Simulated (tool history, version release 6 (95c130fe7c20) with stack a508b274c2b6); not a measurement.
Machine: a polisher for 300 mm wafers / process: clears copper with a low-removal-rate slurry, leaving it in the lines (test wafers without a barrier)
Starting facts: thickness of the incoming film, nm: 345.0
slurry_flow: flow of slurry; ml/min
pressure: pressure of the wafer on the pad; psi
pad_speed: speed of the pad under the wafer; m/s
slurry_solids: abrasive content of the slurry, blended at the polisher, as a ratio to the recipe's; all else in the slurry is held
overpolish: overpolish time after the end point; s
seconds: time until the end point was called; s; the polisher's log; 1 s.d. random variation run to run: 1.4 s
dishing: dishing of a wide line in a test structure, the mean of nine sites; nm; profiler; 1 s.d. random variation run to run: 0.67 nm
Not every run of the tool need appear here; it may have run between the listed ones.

Run 1, hour 0: slurry_flow 305 ml/min, pressure 4 psi, pad_speed 1.04 m/s, slurry_solids 1, overpolish 17 s. Result: seconds 104.21 s, dishing 40.148 nm.
Run 2, hour 8.4: slurry_flow 305 ml/min, pressure 3.7 psi, pad_speed 1.04 m/s, slurry_solids 1, overpolish 18 s. Result: seconds 110.75 s, dishing 38.865 nm.
Run 3, hour 14.5: slurry_flow 305 ml/min, pressure 3.4 psi, pad_speed 1.04 m/s, slurry_solids 1, overpolish 19 s. Result: seconds 116.71 s, dishing 37.556 nm.
Run 4, hour 18.8: slurry_flow 305 ml/min, pressure 3.4 psi, pad_speed 1.04 m/s, slurry_solids 1, overpolish 22 s. Result: seconds 118.23 s, dishing 44.543 nm.
Run 5, hour 19.7: slurry_flow 305 ml/min, pressure 3.4 psi, pad_speed 1.04 m/s, slurry_solids 1.15, overpolish 22 s. Result: seconds 116.26 s, dishing 43.955 nm.
Run 6, hour 27.4: slurry_flow 305 ml/min, pressure 3.4 psi, pad_speed 1.04 m/s, slurry_solids 1.15, overpolish 29 s. Result: seconds 115.33 s, dishing 54.738 nm.

Run 7 comes next. What will it give?
Run 7, hour 32.8: slurry_flow 305 ml/min, pressure 3.1 psi, pad_speed 1.04 m/s, slurry_solids 1.15, overpolish 28 s. Result: seconds ?, dishing ?.

Run 7 yielded seconds 122.95 s, dishing 50.731 nm.
